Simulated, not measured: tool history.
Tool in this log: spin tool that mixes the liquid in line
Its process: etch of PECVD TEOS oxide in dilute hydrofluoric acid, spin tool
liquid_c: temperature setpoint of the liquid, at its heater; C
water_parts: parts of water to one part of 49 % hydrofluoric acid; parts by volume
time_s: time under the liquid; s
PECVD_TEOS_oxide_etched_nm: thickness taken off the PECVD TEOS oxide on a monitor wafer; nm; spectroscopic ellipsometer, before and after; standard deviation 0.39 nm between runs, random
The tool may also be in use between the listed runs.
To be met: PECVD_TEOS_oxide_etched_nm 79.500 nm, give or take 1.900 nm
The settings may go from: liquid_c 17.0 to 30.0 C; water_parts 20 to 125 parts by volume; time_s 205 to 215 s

| run | hour | liquid_c | water_parts | time_s | PECVD_TEOS_oxide_etched_nm |
|---|---|---|---|---|---|
| 1 | 0.0 | 22.0 | 70 | 205 | 26.244 |
| 2 | 8.1 | 24.0 | 70 | 205 | 28.404 |
| 3 | 11.8 | 25.0 | 60 | 205 | 35.043 |
| 4 | 20.5 | 22.0 | 60 | 205 | 31.233 |
| 5 | 28.8 | 20.0 | 60 | 205 | 28.577 |
| 6 | 31.4 | 20.0 | 60 | 205 | 28.778 |
| 7 | 37.1 | 21.5 | 55 | 205 | 33.371 |
| 8 | 44.8 | 23.0 | 50 | 205 | 39.154 |
| 9 | 52.6 | 24.0 | 45 | 205 | 45.409 |
| 10 | 61.3 | 25.0 | 40 | 205 | 53.774 |
| 11 | 64.4 | 26.0 | 40 | 205 | 56.597 |
| 12 | 68.6 | 26.5 | 40 | 205 | 57.290 |
| 13 | 74.0 | 27.0 | 40 | 205 | 58.718 |
| 14 | 75.1 | 27.5 | 40 | 205 | 59.619 |
| 15 | 80.7 | 28.0 | 40 | 205 | 61.007 |
| 16 | 83.4 | 28.5 | 40 | 205 | 62.606 |
| 17 | 87.9 | 30.0 | 25 | 205 | 108.360 |
| 18 | 88.7 | 29.0 | 25 | 205 | 104.760 |
| 19 | 89.6 | 28.0 | 25 | 205 | 100.680 |
| 20 | 95.0 | 27.0 | 25 | 205 | 95.654 |

5 candidate next runs follow, results not yet known. Just one meets every target within its allowed miss. Identify it.
| A | 100.4 | 28.5 | 20 | 215 | ? |
| B | 100.4 | 27.0 | 30 | 205 | ? |
| C | 100.4 | 30.0 | 30 | 205 | ? |
| D | 100.4 | 29.5 | 35 | 205 | ? |
| E | 100.4 | 22.5 | 25 | 215 | ? |

| move | PECVD_TEOS_oxide_etched_nm |
|---|---|
| A | 134.620 |
| B | 79.274 |
| C | 89.508 |
| D | 74.616 |
| E | 83.269 |
A: its largest miss is bigger than the last run's
B: all results in spec
C: closer than the last run, but not yet in spec
D: the result that was furthest off in the last run now lies on the other side of its target
E: closer than the last run, but not yet in spec
Move B is the one to make.
